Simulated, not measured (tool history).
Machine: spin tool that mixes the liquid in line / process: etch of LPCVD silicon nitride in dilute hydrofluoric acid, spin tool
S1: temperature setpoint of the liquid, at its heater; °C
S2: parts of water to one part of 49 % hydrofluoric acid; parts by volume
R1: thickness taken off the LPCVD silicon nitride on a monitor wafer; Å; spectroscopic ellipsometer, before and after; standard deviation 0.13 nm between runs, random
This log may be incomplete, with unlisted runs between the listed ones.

Run 1, hour 0: S1 26 °C, S2 60 parts by volume, time under the liquid (s) 320. Result: R1 30.2 Å.
Run 2, hour 1.8: S1 26 °C, S2 60 parts by volume, time under the liquid (s) 320. Result: R1 31.364 Å.
Run 3, hour 8.7: S1 26 °C, S2 75 parts by volume, time under the liquid (s) 320. Result: R1 25.437 Å.
Run 4, hour 14.6: S1 27.5 °C, S2 65 parts by volume, time under the liquid (s) 325. Result: R1 32.358 Å.
Run 5, hour 19.1: S1 25.5 °C, S2 65 parts by volume, time under the liquid (s) 325. Result: R1 27.927 Å.
Run 6, hour 22.1: S1 25.5 °C, S2 55 parts by volume, time under the liquid (s) 325. Result: R1 34.326 Å.
Run 7, hour 28.1: S1 27 °C, S2 50 parts by volume, time under the liquid (s) 325. Result: R1 42.124 Å.
Run 8, hour 31.2: S1 28 °C, S2 50 parts by volume, time under the liquid (s) 325. Result: R1 45.316 Å.

Forecast run 9:
Run 9, hour 39.4: S1 29 °C, S2 50 parts by volume, time under the liquid (s) 325. Result: R1 ?.

R1: 45.901 Å
